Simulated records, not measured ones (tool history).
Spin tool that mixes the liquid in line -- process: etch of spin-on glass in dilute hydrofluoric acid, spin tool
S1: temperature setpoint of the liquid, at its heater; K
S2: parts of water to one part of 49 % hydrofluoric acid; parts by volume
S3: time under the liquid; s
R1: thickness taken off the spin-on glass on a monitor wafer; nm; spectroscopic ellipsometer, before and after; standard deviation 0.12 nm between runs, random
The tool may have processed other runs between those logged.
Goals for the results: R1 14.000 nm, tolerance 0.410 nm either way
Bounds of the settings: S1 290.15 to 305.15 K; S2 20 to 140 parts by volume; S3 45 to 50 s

| run | day | S1 | S2 | S3 | R1 |
|---|---|---|---|---|---|
| 1 | 0.000 | 297.15 | 75 | 45 | 20.800 |
| 2 | 0.225 | 297.15 | 100 | 45 | 15.084 |
| 3 | 0.346 | 297.15 | 100 | 45 | 15.114 |
| 4 | 0.575 | 296.65 | 100 | 45 | 14.961 |
| 5 | 0.646 | 296.65 | 100 | 50 | 16.616 |
| 6 | 0.746 | 295.65 | 100 | 50 | 15.814 |
| 7 | 0.954 | 295.15 | 100 | 50 | 15.395 |
| 8 | 0.979 | 294.65 | 100 | 50 | 15.228 |
| 9 | 1.321 | 294.15 | 100 | 50 | 14.847 |
| 10 | 1.342 | 293.65 | 100 | 50 | 14.588 |

Consider the 4 candidate settings below. Which is the only one whose results all fall within their allowed miss of target?
| A | 1.362 | 292.15 | 95 | 45 | ? |
| B | 1.362 | 293.15 | 95 | 50 | ? |
| C | 1.362 | 298.15 | 110 | 45 | ? |
| D | 1.362 | 290.15 | 95 | 50 | ? |

| move | R1 |
|---|---|
| A | 12.944 |
| B | 14.988 |
| C | 13.962 |
| D | 13.228 |
A: takes the result that was furthest off past its target
B: further off than the last run
C: each result inside its tolerance
D: takes the result that was furthest off past its target
C meets every target.
